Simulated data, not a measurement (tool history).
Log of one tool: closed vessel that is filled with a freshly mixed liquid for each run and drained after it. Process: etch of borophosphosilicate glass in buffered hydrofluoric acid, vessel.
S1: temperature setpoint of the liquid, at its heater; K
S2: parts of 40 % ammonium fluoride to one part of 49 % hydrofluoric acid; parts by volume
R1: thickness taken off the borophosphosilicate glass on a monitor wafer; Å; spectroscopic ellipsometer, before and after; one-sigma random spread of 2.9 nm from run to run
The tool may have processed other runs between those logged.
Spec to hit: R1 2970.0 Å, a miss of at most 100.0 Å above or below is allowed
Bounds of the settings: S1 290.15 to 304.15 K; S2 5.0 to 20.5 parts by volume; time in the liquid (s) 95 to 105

run 1 hour=0.0 | S1=296.15 S2=12.5 time_in_the_liquid_(s)=95 | R1=2170.0
run 2 hour=6.1 | S1=296.15 S2=16.0 time_in_the_liquid_(s)=95 | R1=1733.5
run 3 hour=13.5 | S1=297.65 S2=15.5 time_in_the_liquid_(s)=95 | R1=1943.8
run 4 hour=14.7 | S1=298.65 S2=15.5 time_in_the_liquid_(s)=95 | R1=2012.4
run 5 hour=16.4 | S1=298.65 S2=15.5 time_in_the_liquid_(s)=95 | R1=2029.4
run 6 hour=25.3 | S1=299.65 S2=15.0 time_in_the_liquid_(s)=95 | R1=2222.8
run 7 hour=27.5 | S1=300.65 S2=15.0 time_in_the_liquid_(s)=95 | R1=2308.2
run 8 hour=30.5 | S1=301.15 S2=14.5 time_in_the_liquid_(s)=95 | R1=2521.0
run 9 hour=35.3 | S1=301.65 S2=14.5 time_in_the_liquid_(s)=95 | R1=2559.0
run 10 hour=43.1 | S1=302.15 S2=14.5 time_in_the_liquid_(s)=95 | R1=2605.3
run 11 hour=52.2 | S1=302.65 S2=14.5 time_in_the_liquid_(s)=95 | R1=2670.9
run 12 hour=55.1 | S1=303.15 S2=14.5 time_in_the_liquid_(s)=95 | R1=2707.9

Below are 4 possible settings for the next run. Only one of them brings all results inside the allowed miss of their targets. Which is it?
run A hour=58.0 | S1=304.15 S2=15.0 time_in_the_liquid_(s)=100 | R1=?
run B hour=58.0 | S1=304.15 S2=14.0 time_in_the_liquid_(s)=100 | R1=?
run C hour=58.0 | S1=303.15 S2=17.0 time_in_the_liquid_(s)=95 | R1=?
run D hour=58.0 | S1=301.65 S2=12.0 time_in_the_liquid_(s)=100 | R1=?

move=A R1=2952.9
move=B R1=3160.1
move=C R1=2354.4
move=D R1=3227.2
A: each result inside its tolerance
B: takes the result that was furthest off past its target
C: misses by more than the last run did
D: takes the result that was furthest off past its target
The right move is A.
